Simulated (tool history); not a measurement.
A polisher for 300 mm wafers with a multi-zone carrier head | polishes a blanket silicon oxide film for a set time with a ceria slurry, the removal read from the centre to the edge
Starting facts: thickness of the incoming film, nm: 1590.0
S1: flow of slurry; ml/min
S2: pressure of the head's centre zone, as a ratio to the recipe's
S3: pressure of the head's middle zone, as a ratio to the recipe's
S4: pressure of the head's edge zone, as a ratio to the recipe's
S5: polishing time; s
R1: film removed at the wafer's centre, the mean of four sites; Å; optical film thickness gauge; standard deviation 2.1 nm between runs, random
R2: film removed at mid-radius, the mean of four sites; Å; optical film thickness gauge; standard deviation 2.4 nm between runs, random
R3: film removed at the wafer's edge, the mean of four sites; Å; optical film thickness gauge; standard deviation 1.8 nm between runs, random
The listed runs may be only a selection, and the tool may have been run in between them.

Run 1, hour 0: S1 315 ml/min, S2 1, S3 1, S4 1, S5 65 s. Result: R1 2216.9 Å, R2 2396.1 Å, R3 2352 Å.
Run 2, hour 8.8: S1 315 ml/min, S2 1.01, S3 1, S4 0.98, S5 64 s. Result: R1 2209.1 Å, R2 2343.7 Å, R3 2304 Å.
Run 3, hour 12.3: S1 315 ml/min, S2 1.03, S3 1, S4 0.96, S5 63 s. Result: R1 2209.9 Å, R2 2310.3 Å, R3 2286.9 Å.
Run 4, hour 15.9: S1 330 ml/min, S2 1.05, S3 1.01, S4 0.94, S5 61 s. Result: R1 2183.8 Å, R2 2253.4 Å, R3 2191.4 Å.
Run 5, hour 23: S1 330 ml/min, S2 1.05, S3 1.01, S4 0.86, S5 61 s. Result: R1 2193.3 Å, R2 2211.4 Å, R3 2073.4 Å.
Run 6, hour 25.1: S1 330 ml/min, S2 0.98, S3 1.01, S4 0.86, S5 61 s. Result: R1 2059.7 Å, R2 2228 Å, R3 2089.9 Å.
Run 7, hour 31.6: S1 330 ml/min, S2 1, S3 1.01, S4 0.85, S5 60 s. Result: R1 2048.4 Å, R2 2233.4 Å, R3 2026.1 Å.

Run 8 is up next; what results do you expect?
Run 8, hour 32.8: S1 330 ml/min, S2 1.02, S3 1.01, S4 0.84, S5 60 s. Result: R1 ?, R2 ?, R3 ?.

For run 8 the tool returned R1 2097.5 Å, R2 2173.9 Å, R3 2018.7 Å.

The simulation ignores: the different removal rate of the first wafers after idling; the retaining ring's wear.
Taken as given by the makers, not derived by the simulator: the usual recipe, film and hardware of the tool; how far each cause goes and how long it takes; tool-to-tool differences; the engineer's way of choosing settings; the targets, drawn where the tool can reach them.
